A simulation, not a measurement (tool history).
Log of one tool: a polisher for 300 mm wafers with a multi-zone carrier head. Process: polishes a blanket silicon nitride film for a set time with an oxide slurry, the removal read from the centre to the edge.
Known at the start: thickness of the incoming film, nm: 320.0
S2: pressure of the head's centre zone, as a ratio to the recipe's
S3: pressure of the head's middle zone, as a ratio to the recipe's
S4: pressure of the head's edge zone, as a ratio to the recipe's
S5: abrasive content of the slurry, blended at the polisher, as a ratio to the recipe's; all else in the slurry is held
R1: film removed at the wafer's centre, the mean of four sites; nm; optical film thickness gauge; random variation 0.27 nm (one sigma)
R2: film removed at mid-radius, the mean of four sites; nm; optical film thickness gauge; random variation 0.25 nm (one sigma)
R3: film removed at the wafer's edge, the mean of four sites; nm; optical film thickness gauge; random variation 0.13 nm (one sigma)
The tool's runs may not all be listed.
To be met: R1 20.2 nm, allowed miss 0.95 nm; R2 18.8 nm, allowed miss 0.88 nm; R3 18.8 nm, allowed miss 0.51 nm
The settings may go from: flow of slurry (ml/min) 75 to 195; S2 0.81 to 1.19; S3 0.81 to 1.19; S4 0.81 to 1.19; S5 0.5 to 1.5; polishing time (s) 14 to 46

run 1 hour=0 | flow_of_slurry_(ml/min)=125 S2=1 S3=1 S4=1 S5=1 polishing_time_(s)=30 | R1=13.679 R2=15.2 R3=15.06
run 2 hour=0.6 | flow_of_slurry_(ml/min)=135 S2=1.03 S3=1 S4=1.02 S5=1.05 polishing_time_(s)=30 | R1=15.178 R2=15.948 R3=15.82
run 3 hour=9.5 | flow_of_slurry_(ml/min)=135 S2=1.03 S3=1 S4=0.96 S5=1.05 polishing_time_(s)=30 | R1=15.108 R2=15.797 R3=15.657
run 4 hour=10.9 | flow_of_slurry_(ml/min)=135 S2=1.03 S3=1 S4=0.96 S5=1.05 polishing_time_(s)=33 | R1=16.822 R2=17.072 R3=17.015
run 5 hour=16.6 | flow_of_slurry_(ml/min)=135 S2=1.03 S3=0.93 S4=0.96 S5=1.05 polishing_time_(s)=33 | R1=16.033 R2=16.035 R3=16.897
run 6 hour=22.1 | flow_of_slurry_(ml/min)=135 S2=1.03 S3=0.96 S4=0.96 S5=1.05 polishing_time_(s)=33 | R1=16.247 R2=16.653 R3=17.244
run 7 hour=27.9 | flow_of_slurry_(ml/min)=170 S2=1.13 S3=1 S4=0.98 S5=1.1 polishing_time_(s)=33 | R1=19.148 R2=18.457 R3=18.169
run 8 hour=31.4 | flow_of_slurry_(ml/min)=170 S2=1.14 S3=1 S4=0.98 S5=1.1 polishing_time_(s)=33 | R1=19.567 R2=18.53 R3=18.071

Which of these 5 next moves meets every target?
run A hour=34.9 | flow_of_slurry_(ml/min)=155 S2=1.17 S3=1.01 S4=0.94 S5=0.95 polishing_time_(s)=34 | R1=? R2=? R3=?
run B hour=34.9 | flow_of_slurry_(ml/min)=175 S2=1.08 S3=0.92 S4=0.9 S5=1.15 polishing_time_(s)=35 | R1=? R2=? R3=?
run C hour=34.9 | flow_of_slurry_(ml/min)=145 S2=1.19 S3=0.81 S4=0.95 S5=1.2 polishing_time_(s)=36 | R1=? R2=? R3=?
run D hour=34.9 | flow_of_slurry_(ml/min)=140 S2=1.19 S3=0.82 S4=0.95 S5=1.15 polishing_time_(s)=37 | R1=? R2=? R3=?
run E hour=34.9 | flow_of_slurry_(ml/min)=180 S2=1.19 S3=0.91 S4=1.03 S5=1.05 polishing_time_(s)=37 | R1=? R2=? R3=?

move=A R1=18.709 R2=17.693 R3=17.045
move=B R1=19.864 R2=18.807 R3=19.13
move=C R1=22.04 R2=17.109 R3=20.02
move=D R1=22.057 R2=17.311 R3=20.095
move=E R1=22.366 R2=18.994 R3=20.685
A: further off than the last run
B: meets every target
C: takes the result that was furthest off past its target
D: takes the result that was furthest off past its target
E: takes the result that was furthest off past its target
The right move is B.
